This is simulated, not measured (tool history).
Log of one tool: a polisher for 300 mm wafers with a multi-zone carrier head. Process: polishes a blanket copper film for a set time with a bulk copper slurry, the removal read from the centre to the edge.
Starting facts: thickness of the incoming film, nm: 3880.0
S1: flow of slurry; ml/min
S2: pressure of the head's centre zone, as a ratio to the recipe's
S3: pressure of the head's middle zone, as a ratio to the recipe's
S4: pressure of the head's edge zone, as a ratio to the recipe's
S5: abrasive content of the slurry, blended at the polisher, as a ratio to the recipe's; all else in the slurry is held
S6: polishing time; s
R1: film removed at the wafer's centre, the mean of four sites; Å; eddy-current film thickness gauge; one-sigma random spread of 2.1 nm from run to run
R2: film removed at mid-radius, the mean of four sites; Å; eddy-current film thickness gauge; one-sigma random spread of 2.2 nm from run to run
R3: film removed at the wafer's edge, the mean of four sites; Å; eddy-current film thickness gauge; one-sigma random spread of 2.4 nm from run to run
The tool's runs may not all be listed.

Run 1, hour 0.0: S1 120 ml/min, S2 1.00, S3 1.00, S4 1.00, S5 1.00, S6 46 s. Result: R1 2751.6 Å, R2 2688.3 Å, R3 2854.6 Å.
Run 2, hour 0.9: S1 105 ml/min, S2 1.00, S3 1.00, S4 1.00, S5 1.00, S6 46 s. Result: R1 2657.8 Å, R2 2647.1 Å, R3 2815.7 Å.
Run 3, hour 6.3: S1 100 ml/min, S2 1.00, S3 0.96, S4 0.98, S5 0.90, S6 46 s. Result: R1 2573.7 Å, R2 2504.5 Å, R3 2701.6 Å.
Run 4, hour 10.2: S1 120 ml/min, S2 1.00, S3 0.96, S4 0.98, S5 0.90, S6 46 s. Result: R1 2646.9 Å, R2 2599.8 Å, R3 2734.7 Å.
Run 5, hour 17.6: S1 110 ml/min, S2 1.01, S3 0.92, S4 0.98, S5 0.85, S6 46 s. Result: R1 2551.2 Å, R2 2421.9 Å, R3 2699.9 Å.
Run 6, hour 21.7: S1 110 ml/min, S2 1.05, S3 0.92, S4 0.98, S5 0.85, S6 46 s. Result: R1 2690.6 Å, R2 2356.7 Å, R3 2724.7 Å.

For run 7, what comes out?
Run 7, hour 27.3: S1 110 ml/min, S2 1.05, S3 0.92, S4 0.98, S5 0.85, S6 46 s. Result: R1 ?, R2 ?, R3 ?.

{"run 7": {"R1": 2640.7, "R2": 2382.6, "R3": 2691.9}}

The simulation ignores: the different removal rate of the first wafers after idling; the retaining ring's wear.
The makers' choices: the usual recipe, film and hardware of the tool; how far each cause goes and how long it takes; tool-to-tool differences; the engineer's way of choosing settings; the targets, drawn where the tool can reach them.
